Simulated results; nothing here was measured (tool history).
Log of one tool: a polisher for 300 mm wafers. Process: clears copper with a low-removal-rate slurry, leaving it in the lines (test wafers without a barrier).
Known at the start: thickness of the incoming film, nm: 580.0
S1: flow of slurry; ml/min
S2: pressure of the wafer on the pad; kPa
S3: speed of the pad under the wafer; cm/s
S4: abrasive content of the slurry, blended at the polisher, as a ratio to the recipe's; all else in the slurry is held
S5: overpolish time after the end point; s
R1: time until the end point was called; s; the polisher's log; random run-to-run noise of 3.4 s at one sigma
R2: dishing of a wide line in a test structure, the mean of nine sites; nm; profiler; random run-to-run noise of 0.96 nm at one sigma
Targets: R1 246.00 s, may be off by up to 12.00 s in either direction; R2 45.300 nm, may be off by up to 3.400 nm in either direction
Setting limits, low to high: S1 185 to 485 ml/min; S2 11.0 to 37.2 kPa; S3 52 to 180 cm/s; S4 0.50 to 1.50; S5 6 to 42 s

run	hour	S1	S2	S3	S4	S5	R1	R2
1	0.0	310	24.1	116	1.00	21	111.83	66.249
2	3.3	365	24.1	116	1.00	21	110.91	69.109
3	11.6	365	20.7	108	1.00	22	139.30	58.212
4	18.4	410	20.7	108	1.00	22	134.46	59.854
5	20.6	405	17.9	104	1.00	24	165.26	53.102
6	28.6	340	17.9	104	1.00	24	167.42	55.582
7	32.2	340	17.9	104	1.00	24	160.35	53.826
8	35.8	340	17.9	104	1.00	24	165.05	54.869
9	42.3	340	15.9	102	1.00	25	186.28	50.952
10	47.3	340	11.0	94	1.00	29	292.42	38.476
11	53.6	340	11.7	94	1.00	29	274.13	41.569
12	61.6	340	12.4	94	1.00	29	252.72	41.956
13	69.5	340	12.4	94	1.00	30	253.23	44.422

Pick the move, out of 4, that brings all results within their allowed miss; only one does.
A	77.4	350	12.4	90	1.00	33	?	?
B	77.4	390	14.5	76	0.70	34	?	?
C	77.4	485	15.2	84	0.90	22	?	?
D	77.4	320	16.5	76	0.95	29	?	?

move	R1	R2
A	271.17	48.145
B	291.42	47.099
C	239.29	38.851
D	246.52	47.830
A: lands further from the targets than the last run did
B: lands further from the targets than the last run did
C: brings the last run's worst result on target, with another outside its allowed miss
D: every result lands within tolerance
The right move is D.
